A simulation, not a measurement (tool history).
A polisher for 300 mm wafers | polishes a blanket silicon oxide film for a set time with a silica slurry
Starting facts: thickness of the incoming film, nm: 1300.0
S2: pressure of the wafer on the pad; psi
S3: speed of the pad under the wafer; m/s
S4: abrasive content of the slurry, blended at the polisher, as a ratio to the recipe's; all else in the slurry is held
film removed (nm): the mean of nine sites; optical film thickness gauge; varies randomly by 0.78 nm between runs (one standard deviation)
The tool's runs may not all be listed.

run 1 day=0.000 | flow_of_slurry_(ml/min)=245 S2=2.8 S3=1.26 S4=1.0 polishing_time_(s)=38 | film_removed_(nm)=85.446
run 2 day=0.267 | flow_of_slurry_(ml/min)=285 S2=2.8 S3=1.26 S4=1.0 polishing_time_(s)=38 | film_removed_(nm)=87.069
run 3 day=0.367 | flow_of_slurry_(ml/min)=285 S2=2.8 S3=1.26 S4=1.0 polishing_time_(s)=38 | film_removed_(nm)=88.120
run 4 day=0.588 | flow_of_slurry_(ml/min)=285 S2=2.8 S3=1.26 S4=0.9 polishing_time_(s)=38 | film_removed_(nm)=82.506
run 5 day=0.762 | flow_of_slurry_(ml/min)=285 S2=2.5 S3=1.24 S4=0.9 polishing_time_(s)=38 | film_removed_(nm)=72.491
run 6 day=0.979 | flow_of_slurry_(ml/min)=285 S2=2.5 S3=1.24 S4=0.8 polishing_time_(s)=38 | film_removed_(nm)=68.242

Run 7 comes next. What will it give?
run 7 day=1.046 | flow_of_slurry_(ml/min)=285 S2=2.4 S3=1.24 S4=0.8 polishing_time_(s)=38 | film_removed_(nm)=?

Run 7 measured film removed (nm) 66.778.

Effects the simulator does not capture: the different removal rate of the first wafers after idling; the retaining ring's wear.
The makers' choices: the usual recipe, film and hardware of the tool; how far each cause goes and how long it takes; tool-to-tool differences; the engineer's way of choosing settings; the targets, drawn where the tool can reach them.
